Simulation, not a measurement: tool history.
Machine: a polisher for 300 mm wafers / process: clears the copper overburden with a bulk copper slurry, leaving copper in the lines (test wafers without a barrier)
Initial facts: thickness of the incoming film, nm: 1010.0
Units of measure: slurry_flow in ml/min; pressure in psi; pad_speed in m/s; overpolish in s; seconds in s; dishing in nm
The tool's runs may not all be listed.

run  hour  slurry_flow  pressure  pad_speed  slurry_solids  overpolish  seconds  dishing
  1     0          240       2.5        1.2              1          29   100.07   88.478
  2   7.8          240       2.5        1.4              1          29   86.295   95.104
  3  13.4          240       2.1        1.4              1          29   102.82   85.999
  4  19.4          240       2.1        1.4            0.9          29   105.95   85.149
  5  20.9          240       2.7        1.4            0.9          29   84.405   99.888
  6  26.2          240       2.7       1.24            0.9          29    96.54   93.869
     26.9  -- slurry nozzle cleaned
  7  26.9          240       2.9       1.26            0.9          25   85.032   93.595
  8  28.6          240         3       1.26            0.9          24   81.887   95.953
  9  35.1          240       3.1       1.26            0.9          22   78.871   95.825

The next listed run, before its measurement:
 10  42.5          240       3.2       1.26            0.9          21        ?        ?

{"run 10": {"seconds": 77.134, "dishing": 96.809}}

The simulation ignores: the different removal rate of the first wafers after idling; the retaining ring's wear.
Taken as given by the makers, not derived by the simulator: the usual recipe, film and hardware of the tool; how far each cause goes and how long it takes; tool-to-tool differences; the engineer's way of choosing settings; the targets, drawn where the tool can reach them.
